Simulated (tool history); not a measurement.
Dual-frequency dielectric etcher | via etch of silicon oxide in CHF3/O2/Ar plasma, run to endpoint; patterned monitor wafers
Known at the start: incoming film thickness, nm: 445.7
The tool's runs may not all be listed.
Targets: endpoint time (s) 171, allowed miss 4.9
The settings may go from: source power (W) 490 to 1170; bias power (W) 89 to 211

run,day,source power (W),bias power (W),endpoint time (s)
1,0,830,150,194.71
2,0.25,860,152,193.19
3,0.296,860,139,196.66
4,0.362,780,139,203.32
5,0.667,820,143,198.22
6,0.692,930,143,190.78
7,0.917,960,146,189.22
8,1.054,980,150,184.38
9,1.121,1000,152,184.97
10,1.471,1020,155,180.5
11,1.708,1030,156,178.89
12,1.758,1040,157,179.33
13,1.838,1040,157,181.45
14,2.071,1060,159,177.99

Which of these 5 next moves meets every target?
A,2.304,1000,148,?
B,2.304,1170,200,?
C,2.304,1140,165,?
D,2.304,1170,181,?
E,2.304,1170,187,?

move,endpoint time (s)
A,185.76
B,158.28
C,170.97
D,164.01
E,162.13
A: further off than the last run
B: takes the result that was furthest off past its target
C: meets every target
D: takes the result that was furthest off past its target
E: takes the result that was furthest off past its target
The right move is C.

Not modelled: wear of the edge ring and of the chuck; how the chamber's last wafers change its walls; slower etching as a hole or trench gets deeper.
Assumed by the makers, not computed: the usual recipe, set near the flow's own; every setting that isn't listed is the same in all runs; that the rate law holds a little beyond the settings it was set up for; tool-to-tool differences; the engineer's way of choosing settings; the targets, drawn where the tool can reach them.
